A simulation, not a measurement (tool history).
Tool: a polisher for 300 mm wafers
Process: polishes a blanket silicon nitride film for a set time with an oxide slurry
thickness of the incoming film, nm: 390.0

run  hour  flow of slurry (ml/min)  pressure of the wafer on the pad (kPa)  speed of the pad under the wafer (m/s)  abrasive content of the slurry  polishing time (s)  film removed (Å)
  1   0.0                      255                                    33.8                                    1.40                             1.0                  72            879.19
  2   7.7                      255                                    36.5                                    1.40                             1.0                  72            948.29
  3  11.3                      255                                    36.5                                    1.40                             1.0                  76            995.87
  4  14.4                      255                                    37.9                                    1.40                             1.0                  76           1025.20
  5  16.4                      255                                    37.9                                    1.70                             1.0                  76           1187.50
  6  22.3                      280                                    37.9                                    1.70                             1.0                  76           1212.20

Forecast run 7:
  7  23.4                      275                                    37.2                                    1.70                             1.0                  76                 ?

{"run 7": {"film removed (Å)": 1205.0}}
